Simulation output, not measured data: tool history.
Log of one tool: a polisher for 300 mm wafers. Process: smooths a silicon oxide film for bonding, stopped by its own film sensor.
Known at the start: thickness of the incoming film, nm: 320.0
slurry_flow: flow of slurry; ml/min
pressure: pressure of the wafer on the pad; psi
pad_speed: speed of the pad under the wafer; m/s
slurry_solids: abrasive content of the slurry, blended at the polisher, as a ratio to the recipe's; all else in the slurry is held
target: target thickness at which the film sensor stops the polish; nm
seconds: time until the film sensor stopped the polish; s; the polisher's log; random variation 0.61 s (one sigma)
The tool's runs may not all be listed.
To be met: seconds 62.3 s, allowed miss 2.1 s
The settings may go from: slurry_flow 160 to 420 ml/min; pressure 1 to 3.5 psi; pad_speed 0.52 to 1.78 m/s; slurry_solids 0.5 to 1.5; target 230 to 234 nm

run	hour	slurry_flow	pressure	pad_speed	slurry_solids	target	seconds
1	0	270	2.2	1.14	1	234	119.08
2	5.9	270	2.2	1.14	1	230	126.55
3	6.5	270	2.2	1.04	1	230	136.76
4	15.5	270	2.2	1.04	1.2	230	119.44
5	18.6	270	2.5	1.06	1.2	230	105.06
6	22.6	270	2.8	1.1	1.2	230	95.226
7	25.2	270	3	1.18	1.2	230	84.219
8	27.5	270	3.1	1.24	1.2	230	79.18
9	36.1	270	3.2	1.28	1.2	230	74.679
10	44.1	270	3.3	1.32	1.2	230	72.532
11	47.4	270	3.4	1.36	1.2	230	69.258
12	51.1	270	3.4	1.4	1.2	230	67.611

Which of these 5 next moves meets every target?
A	54.8	240	3.2	1.72	1.35	232	?
B	54.8	305	3.5	1.24	1.45	234	?
C	54.8	240	3.1	1.26	1.2	232	?
D	54.8	255	3.3	1.44	1.25	230	?
E	54.8	270	3.2	1.42	1.15	230	?

move	seconds
A	55.61
B	61.579
C	78.346
D	66.357
E	71.908
A: takes the result that was furthest off past its target
B: meets every target
C: further off than the last run
D: nearer than the last run, and not there yet
E: further off than the last run
The right move is B.
